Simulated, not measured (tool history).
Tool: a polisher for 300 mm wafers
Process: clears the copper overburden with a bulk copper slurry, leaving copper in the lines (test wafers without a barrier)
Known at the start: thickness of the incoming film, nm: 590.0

run,hour,flow of slurry (ml/min),pressure of the wafer on the pad (psi),speed of the pad under the wafer (m/s),abrasive content of the slurry,overpolish time after the end point (s),time until the end point was called (s),dishing of a wide line in a test structure (Å)
1,0.0,200,1.7,1.36,1.0,17,72.256,773.33
2,6.8,200,1.8,1.36,1.0,17,68.243,824.26
3,13.2,200,1.8,1.36,0.8,17,71.930,798.68
4,21.9,200,1.8,1.04,0.8,17,91.341,657.32
5,28.9,200,2.0,1.04,0.8,17,85.837,716.40
6,31.9,205,2.1,1.08,0.8,16,77.889,727.12
7,34.5,205,2.2,1.10,0.8,16,73.748,765.60

Forecast run 8:
8,41.1,205,2.3,1.12,0.8,16,?,?

Run 8 gave time until the end point was called (s) 70.977, dishing of a wide line in a test structure (Å) 804.22.
